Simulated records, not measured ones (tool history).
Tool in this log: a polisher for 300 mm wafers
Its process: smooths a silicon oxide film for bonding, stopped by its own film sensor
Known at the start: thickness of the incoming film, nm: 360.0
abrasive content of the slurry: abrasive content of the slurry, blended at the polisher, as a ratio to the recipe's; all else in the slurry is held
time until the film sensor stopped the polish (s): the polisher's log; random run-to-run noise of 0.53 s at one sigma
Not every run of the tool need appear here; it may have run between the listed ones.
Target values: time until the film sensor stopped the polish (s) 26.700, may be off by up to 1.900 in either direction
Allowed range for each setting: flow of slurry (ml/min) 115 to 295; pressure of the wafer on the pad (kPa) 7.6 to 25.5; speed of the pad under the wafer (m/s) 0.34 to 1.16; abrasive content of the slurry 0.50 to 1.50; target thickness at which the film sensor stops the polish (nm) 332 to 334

| run | hour | flow of slurry (ml/min) | pressure of the wafer on the pad (kPa) | speed of the pad under the wafer (m/s) | abrasive content of the slurry | target thickness at which the film sensor stops the polish (nm) | time until the film sensor stopped the polish (s) |
|---|---|---|---|---|---|---|---|
| 1 | 0.0 | 190 | 16.5 | 0.74 | 1.00 | 332 | 46.861 |
| 2 | 2.9 | 190 | 16.5 | 0.74 | 1.00 | 332 | 47.112 |
| 3 | 11.6 | 190 | 16.5 | 0.74 | 0.90 | 332 | 49.433 |
| 4 | 13.3 | 190 | 17.9 | 0.76 | 0.90 | 332 | 46.118 |
| 5 | 21.3 | 190 | 18.6 | 0.80 | 0.90 | 332 | 42.692 |
| 6 | 25.7 | 190 | 19.3 | 0.82 | 0.90 | 332 | 41.768 |
| 7 | 30.9 | 190 | 20.0 | 0.86 | 0.90 | 332 | 39.432 |
| 8 | 31.5 | 190 | 20.7 | 0.88 | 0.90 | 332 | 36.036 |
| 9 | 36.3 | 190 | 21.4 | 0.90 | 0.90 | 332 | 34.636 |
| 10 | 44.1 | 190 | 22.1 | 0.92 | 0.90 | 332 | 33.541 |
| 11 | 53.1 | 190 | 22.8 | 0.94 | 0.90 | 332 | 33.087 |
| 12 | 58.7 | 190 | 22.8 | 0.96 | 0.90 | 332 | 32.475 |
| 13 | 60.7 | 190 | 22.8 | 0.98 | 0.90 | 332 | 32.351 |
| 14 | 64.8 | 190 | 23.4 | 0.98 | 0.90 | 332 | 30.744 |
| 15 | 72.3 | 190 | 24.1 | 1.02 | 0.90 | 332 | 28.915 |

4 candidate next runs follow, results not yet known. Just one meets every target within its allowed miss. Identify it.
| A | 79.8 | 200 | 23.4 | 1.08 | 0.75 | 332 | ? |
| B | 79.8 | 170 | 22.1 | 1.14 | 1.00 | 333 | ? |
| C | 79.8 | 200 | 24.8 | 0.80 | 0.95 | 332 | ? |
| D | 79.8 | 185 | 21.4 | 0.90 | 0.90 | 332 | ? |

| move | time until the film sensor stopped the polish (s) |
|---|---|
| A | 31.842 |
| B | 27.025 |
| C | 33.665 |
| D | 36.092 |
A: further off than the last run
B: in spec on every target
C: further off than the last run
D: further off than the last run
B is the move that brings every result within its allowed miss.

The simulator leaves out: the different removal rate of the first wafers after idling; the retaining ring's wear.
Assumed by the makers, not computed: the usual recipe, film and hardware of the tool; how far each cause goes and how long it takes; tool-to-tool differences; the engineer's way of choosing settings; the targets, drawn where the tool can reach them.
